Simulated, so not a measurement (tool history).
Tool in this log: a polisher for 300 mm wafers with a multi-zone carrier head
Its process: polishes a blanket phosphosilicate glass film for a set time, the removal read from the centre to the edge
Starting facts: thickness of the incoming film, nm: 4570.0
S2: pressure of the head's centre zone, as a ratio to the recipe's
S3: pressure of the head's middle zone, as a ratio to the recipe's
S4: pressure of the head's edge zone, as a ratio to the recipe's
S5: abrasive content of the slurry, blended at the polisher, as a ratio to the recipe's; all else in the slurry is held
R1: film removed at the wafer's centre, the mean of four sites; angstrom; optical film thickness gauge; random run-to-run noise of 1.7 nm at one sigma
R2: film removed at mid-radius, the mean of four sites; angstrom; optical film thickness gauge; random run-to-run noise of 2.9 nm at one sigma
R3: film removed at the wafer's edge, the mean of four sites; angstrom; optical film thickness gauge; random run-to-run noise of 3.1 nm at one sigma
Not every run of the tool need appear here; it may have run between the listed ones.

run 1 hour=0.0 | flow_of_slurry_(ml/min)=185 S2=1.00 S3=1.00 S4=1.00 S5=1.00 polishing_time_(s)=82 | R1=4440.5 R2=4388.9 R3=4562.3
run 2 hour=4.1 | flow_of_slurry_(ml/min)=185 S2=0.99 S3=1.00 S4=0.98 S5=0.95 polishing_time_(s)=80 | R1=4238.0 R2=4112.3 R3=4151.8
run 3 hour=10.0 | flow_of_slurry_(ml/min)=185 S2=0.99 S3=1.03 S4=0.98 S5=0.95 polishing_time_(s)=80 | R1=4211.0 R2=4257.0 R3=4231.8
run 4 hour=18.4 | flow_of_slurry_(ml/min)=185 S2=0.99 S3=1.03 S4=0.94 S5=0.95 polishing_time_(s)=80 | R1=4236.8 R2=4278.6 R3=4138.1
run 5 hour=19.7 | flow_of_slurry_(ml/min)=185 S2=1.07 S3=1.03 S4=0.94 S5=0.95 polishing_time_(s)=80 | R1=4534.9 R2=4276.4 R3=4132.1
run 6 hour=25.3 | flow_of_slurry_(ml/min)=180 S2=1.04 S3=1.02 S4=0.93 S5=0.90 polishing_time_(s)=79 | R1=4170.2 R2=3938.9 R3=3945.3
run 7 hour=32.5 | flow_of_slurry_(ml/min)=185 S2=1.02 S3=1.02 S4=0.92 S5=0.85 polishing_time_(s)=78 | R1=3957.0 R2=3871.2 R3=3715.6
run 8 hour=37.4 | flow_of_slurry_(ml/min)=185 S2=1.00 S3=1.00 S4=0.91 S5=0.80 polishing_time_(s)=78 | R1=3688.7 R2=3665.7 R3=3591.1
run 9 hour=39.6 | flow_of_slurry_(ml/min)=205 S2=0.97 S3=0.96 S4=0.81 S5=0.55 polishing_time_(s)=66 | R1=2311.1 R2=2287.1 R3=2136.7
run 10 hour=44.7 | flow_of_slurry_(ml/min)=200 S2=0.98 S3=0.97 S4=0.83 S5=0.55 polishing_time_(s)=66 | R1=2309.7 R2=2258.5 R3=2170.6
run 11 hour=46.6 | flow_of_slurry_(ml/min)=200 S2=0.98 S3=0.97 S4=0.83 S5=0.55 polishing_time_(s)=66 | R1=2305.4 R2=2239.5 R3=2188.3

Run 12 comes next. What will it give?
run 12 hour=47.4 | flow_of_slurry_(ml/min)=200 S2=0.99 S3=0.99 S4=0.85 S5=0.55 polishing_time_(s)=66 | R1=? R2=? R3=?

{"run 12": {"R1": 2332.6, "R2": 2290.1, "R3": 2155.7}}
